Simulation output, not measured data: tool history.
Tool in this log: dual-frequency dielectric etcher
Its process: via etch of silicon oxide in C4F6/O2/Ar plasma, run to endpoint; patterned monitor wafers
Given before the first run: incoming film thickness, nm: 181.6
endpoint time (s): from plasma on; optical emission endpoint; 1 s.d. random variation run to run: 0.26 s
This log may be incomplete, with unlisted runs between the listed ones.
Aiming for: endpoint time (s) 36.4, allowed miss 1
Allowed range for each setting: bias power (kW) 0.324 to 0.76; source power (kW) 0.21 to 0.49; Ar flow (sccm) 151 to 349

run	day	bias power (kW)	source power (kW)	Ar flow (sccm)	endpoint time (s)
1	0	0.542	0.35	250	43.574
2	0.246	0.62	0.35	250	42.095
3	0.362	0.62	0.41	250	40.71
4	0.721	0.693	0.41	250	38.937
5	0.912	0.616	0.41	250	40.761
6	1.038	0.668	0.41	250	38.961
7	1.296	0.689	0.42	248	38.752
8	1.529	0.709	0.43	245	38.305
9	1.571	0.724	0.44	244	37.651

4 candidate next runs follow, results not yet known. Just one meets every target within its allowed miss. Identify it.
A	1.612	0.713	0.42	245	?
B	1.612	0.692	0.45	268	?
C	1.612	0.649	0.41	214	?
D	1.612	0.758	0.47	247	?

move	endpoint time (s)
A	38.333
B	38.439
C	39.307
D	36.601
A: further off than the last run
B: further off than the last run
C: further off than the last run
D: every result lands within tolerance
The right move is D.

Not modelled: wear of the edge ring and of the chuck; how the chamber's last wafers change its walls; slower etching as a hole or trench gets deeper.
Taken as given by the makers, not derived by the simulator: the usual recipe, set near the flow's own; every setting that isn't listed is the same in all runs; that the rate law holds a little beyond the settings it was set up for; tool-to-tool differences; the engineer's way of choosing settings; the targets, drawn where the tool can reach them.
